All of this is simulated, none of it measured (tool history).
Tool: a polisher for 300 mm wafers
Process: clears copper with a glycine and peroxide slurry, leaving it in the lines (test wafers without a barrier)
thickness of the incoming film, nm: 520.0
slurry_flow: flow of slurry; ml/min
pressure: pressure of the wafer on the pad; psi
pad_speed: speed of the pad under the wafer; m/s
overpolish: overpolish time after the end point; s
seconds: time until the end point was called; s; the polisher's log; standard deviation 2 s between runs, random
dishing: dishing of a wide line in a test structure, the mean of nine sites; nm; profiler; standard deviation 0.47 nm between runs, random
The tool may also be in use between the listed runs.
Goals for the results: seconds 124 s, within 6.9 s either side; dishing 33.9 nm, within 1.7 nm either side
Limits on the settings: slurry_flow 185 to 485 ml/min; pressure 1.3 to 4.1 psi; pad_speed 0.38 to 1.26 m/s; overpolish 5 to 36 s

run 1 day=0 | slurry_flow=310 pressure=2.7 pad_speed=0.82 overpolish=18 | seconds=107.98 dishing=55.196
run 2 day=0.296 | slurry_flow=310 pressure=2.2 pad_speed=0.82 overpolish=18 | seconds=122.98 dishing=47.191
run 3 day=0.375 | slurry_flow=310 pressure=2.8 pad_speed=0.82 overpolish=18 | seconds=101.77 dishing=57.036
run 4 day=0.446 | slurry_flow=310 pressure=2.8 pad_speed=0.92 overpolish=18 | seconds=92.121 dishing=59.824
run 5 day=0.788 | slurry_flow=310 pressure=2.7 pad_speed=0.92 overpolish=17 | seconds=97.555 dishing=57.368
run 6 day=0.917 | slurry_flow=310 pressure=2.6 pad_speed=0.92 overpolish=16 | seconds=100.44 dishing=52.106
run 7 day=1.075 | slurry_flow=310 pressure=2.5 pad_speed=0.92 overpolish=15 | seconds=100.55 dishing=48.144
run 8 day=1.138 | slurry_flow=310 pressure=2.4 pad_speed=0.92 overpolish=15 | seconds=105.74 dishing=47.385
run 9 day=1.379 | slurry_flow=310 pressure=2.4 pad_speed=0.92 overpolish=15 | seconds=106.55 dishing=46.262
run 10 day=1.479 | slurry_flow=310 pressure=2.3 pad_speed=0.92 overpolish=15 | seconds=111.61 dishing=46.033
run 11 day=1.621 | slurry_flow=310 pressure=2.3 pad_speed=0.92 overpolish=14 | seconds=110.27 dishing=43.391

Exercise: of the 5 proposed moves below, exactly one satisfies all targets within the stated allowed misses. Which move is it?
run A day=1.762 | slurry_flow=335 pressure=2.2 pad_speed=0.84 overpolish=14 | seconds=? dishing=?
run B day=1.762 | slurry_flow=365 pressure=2.1 pad_speed=0.86 overpolish=12 | seconds=? dishing=?
run C day=1.762 | slurry_flow=325 pressure=1.8 pad_speed=0.84 overpolish=12 | seconds=? dishing=?
run D day=1.762 | slurry_flow=275 pressure=2.3 pad_speed=1.06 overpolish=21 | seconds=? dishing=?
run E day=1.762 | slurry_flow=355 pressure=1.5 pad_speed=1.06 overpolish=12 | seconds=? dishing=?

move=A seconds=121.96 dishing=40.066
move=B seconds=123.22 dishing=34.559
move=C seconds=141.81 dishing=30.367
move=D seconds=100.12 dishing=65.973
move=E seconds=135.72 dishing=31.298
A: nearer than the last run, and not there yet
B: every result lands within tolerance
C: the result that was furthest off in the last run now lies on the other side of its target
D: further off than the last run
E: the result that was furthest off in the last run now lies on the other side of its target
Move B is the one to make.
